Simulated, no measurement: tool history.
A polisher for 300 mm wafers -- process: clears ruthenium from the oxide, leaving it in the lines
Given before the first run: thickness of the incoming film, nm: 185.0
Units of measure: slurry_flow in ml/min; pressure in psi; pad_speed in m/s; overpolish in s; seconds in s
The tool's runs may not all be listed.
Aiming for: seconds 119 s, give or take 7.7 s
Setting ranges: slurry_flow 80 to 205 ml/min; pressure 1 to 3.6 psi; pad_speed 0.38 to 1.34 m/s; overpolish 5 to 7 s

run	hour	slurry_flow	pressure	pad_speed	overpolish	seconds
1	0	135	2.3	0.86	7	169.41
2	1.2	135	2.3	0.86	7	168.62
3	7	135	2.3	0.86	7	169.87
4	11.4	135	2.4	0.86	7	159.93
5	12.9	135	2.5	0.86	7	158.01
6	14.3	135	2.5	0.86	7	156.57
7	15.1	135	2.6	0.86	7	153.31
8	23.2	135	2.7	0.86	7	147.26
9	31.4	135	2.8	0.86	7	143.31
10	32.9	135	2.9	0.86	7	139.69

5 next moves are on the table. One of them brings every result within its allowed miss. Which?
A	34.4	135	3.1	0.66	5	?
B	34.4	150	2.6	0.8	7	?
C	34.4	120	2.8	0.7	7	?
D	34.4	125	2.7	1.08	7	?
E	34.4	165	3.1	0.66	7	?

move	seconds
A	165.49
B	160.5
C	177.59
D	120.66
E	159.34
A: moves away from the targets compared with the last run
B: moves away from the targets compared with the last run
C: moves away from the targets compared with the last run
D: every result lands within tolerance
E: moves away from the targets compared with the last run
D meets every target.

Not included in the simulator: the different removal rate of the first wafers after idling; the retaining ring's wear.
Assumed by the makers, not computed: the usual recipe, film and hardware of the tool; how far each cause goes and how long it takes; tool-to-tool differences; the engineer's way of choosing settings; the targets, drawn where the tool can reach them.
